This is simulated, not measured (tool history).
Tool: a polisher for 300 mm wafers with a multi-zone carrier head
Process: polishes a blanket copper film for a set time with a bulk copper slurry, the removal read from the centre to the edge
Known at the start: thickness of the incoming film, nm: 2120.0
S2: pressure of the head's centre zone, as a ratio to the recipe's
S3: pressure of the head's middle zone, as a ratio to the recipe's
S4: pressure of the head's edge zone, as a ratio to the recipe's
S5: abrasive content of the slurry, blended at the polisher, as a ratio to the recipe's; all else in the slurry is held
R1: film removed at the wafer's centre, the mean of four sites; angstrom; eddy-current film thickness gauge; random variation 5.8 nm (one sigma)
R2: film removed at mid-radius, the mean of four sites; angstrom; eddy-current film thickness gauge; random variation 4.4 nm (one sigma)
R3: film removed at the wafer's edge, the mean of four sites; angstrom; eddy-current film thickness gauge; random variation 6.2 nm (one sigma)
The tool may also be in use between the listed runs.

run 1 hour=0 | flow_of_slurry_(ml/min)=165 S2=1 S3=1 S4=1 S5=1 polishing_time_(s)=70 | R1=6231 R2=6465.4 R3=6329.6
run 2 hour=7.3 | flow_of_slurry_(ml/min)=165 S2=1 S3=0.95 S4=1 S5=1 polishing_time_(s)=70 | R1=6278.4 R2=6105.5 R3=6128.4
run 3 hour=10 | flow_of_slurry_(ml/min)=165 S2=1 S3=0.98 S4=1 S5=1 polishing_time_(s)=70 | R1=6247.8 R2=6277.2 R3=6163.5
run 4 hour=11.4 | flow_of_slurry_(ml/min)=185 S2=1 S3=0.98 S4=1 S5=1 polishing_time_(s)=70 | R1=6267.9 R2=6279.4 R3=6204
run 5 hour=19.3 | flow_of_slurry_(ml/min)=185 S2=1 S3=0.98 S4=0.93 S5=1 polishing_time_(s)=70 | R1=6213.6 R2=6424.9 R3=5955
run 6 hour=21.3 | flow_of_slurry_(ml/min)=185 S2=0.97 S3=0.95 S4=0.94 S5=0.9 polishing_time_(s)=68 | R1=5829.9 R2=5880 R3=5953.3
run 7 hour=24.6 | flow_of_slurry_(ml/min)=185 S2=0.97 S3=0.94 S4=0.93 S5=0.85 polishing_time_(s)=64 | R1=5506.9 R2=5472.7 R3=5475
run 8 hour=25.2 | flow_of_slurry_(ml/min)=185 S2=0.96 S3=0.93 S4=0.91 S5=0.8 polishing_time_(s)=62 | R1=5117.8 R2=5244.5 R3=5122.9
run 9 hour=33.3 | flow_of_slurry_(ml/min)=180 S2=0.95 S3=0.9 S4=0.9 S5=0.75 polishing_time_(s)=62 | R1=4962.8 R2=4989.1 R3=4927.7
run 10 hour=37.5 | flow_of_slurry_(ml/min)=170 S2=0.94 S3=0.88 S4=0.91 S5=0.75 polishing_time_(s)=62 | R1=4907.3 R2=4797.5 R3=5082.9
run 11 hour=39.6 | flow_of_slurry_(ml/min)=165 S2=0.94 S3=0.87 S4=0.9 S5=0.7 polishing_time_(s)=62 | R1=4784.7 R2=4640.7 R3=4970.7
run 12 hour=45.5 | flow_of_slurry_(ml/min)=160 S2=0.94 S3=0.87 S4=0.89 S5=0.7 polishing_time_(s)=62 | R1=4747.3 R2=4669.2 R3=4872.5
run 13 hour=46.6 | flow_of_slurry_(ml/min)=155 S2=0.94 S3=0.86 S4=0.89 S5=0.7 polishing_time_(s)=62 | R1=4717.3 R2=4516.3 R3=4835.4

Forecast run 14:
run 14 hour=52.1 | flow_of_slurry_(ml/min)=150 S2=0.94 S3=0.86 S4=0.88 S5=0.7 polishing_time_(s)=62 | R1=? R2=? R3=?

R1: 4719.3 angstrom
R2: 4493.4 angstrom
R3: 4778.5 angstrom
